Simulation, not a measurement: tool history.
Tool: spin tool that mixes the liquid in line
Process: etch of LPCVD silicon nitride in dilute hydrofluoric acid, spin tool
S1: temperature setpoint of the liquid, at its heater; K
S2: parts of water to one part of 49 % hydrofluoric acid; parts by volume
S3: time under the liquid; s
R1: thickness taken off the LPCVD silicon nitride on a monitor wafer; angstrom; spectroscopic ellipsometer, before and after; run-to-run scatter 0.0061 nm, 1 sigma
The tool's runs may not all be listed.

{"run": 1, "day": 0.0, "S1": 297.15, "S2": 145, "S3": 100, "R1": 3.5935}
{"run": 2, "day": 0.062, "S1": 297.15, "S2": 145, "S3": 100, "R1": 3.5252}
{"run": 3, "day": 0.404, "S1": 296.15, "S2": 155, "S3": 95, "R1": 3.1669}
{"run": 4, "day": 0.692, "S1": 293.15, "S2": 155, "S3": 95, "R1": 2.4845}
{"run": 5, "day": 1.029, "S1": 292.65, "S2": 160, "S3": 95, "R1": 2.3182}
{"run": 6, "day": 1.138, "S1": 292.65, "S2": 120, "S3": 95, "R1": 3.1556}
{"run": 7, "day": 1.358, "S1": 292.15, "S2": 130, "S3": 90, "R1": 2.5034}

Run 8, settings as shown, results not yet in. Your forecast:
{"run": 8, "day": 1.404, "S1": 291.65, "S2": 135, "S3": 90, "R1": "?"}

R1: 2.3639 angstrom
